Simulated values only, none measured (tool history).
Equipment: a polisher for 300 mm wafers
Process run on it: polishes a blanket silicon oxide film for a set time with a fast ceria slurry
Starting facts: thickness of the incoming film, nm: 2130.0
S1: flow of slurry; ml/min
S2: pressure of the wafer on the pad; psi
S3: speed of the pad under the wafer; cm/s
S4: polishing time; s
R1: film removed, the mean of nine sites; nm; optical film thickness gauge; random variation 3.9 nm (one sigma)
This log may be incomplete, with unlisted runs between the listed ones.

run  hour   S1   S2  S3  S4      R1
  1     0  300  3.3  82  33  575.11
  2   5.2  330  3.3  82  33  562.19
  3   6.5  330  3.3  66  33  463.71
  4  14.5  260  3.3  66  33  454.67
  5  20.4  260  2.9  66  33   394.1
  6  22.8  260  2.9  66  29  350.48
  7  30.2  260  3.1  66  29  373.71
  8  35.9  265  3.2  66  29  386.23

Run 9, settings as shown, results not yet in. Your forecast:
  9    40  270  3.3  66  29   ?

For run 9 the tool returned R1 401.65 nm.
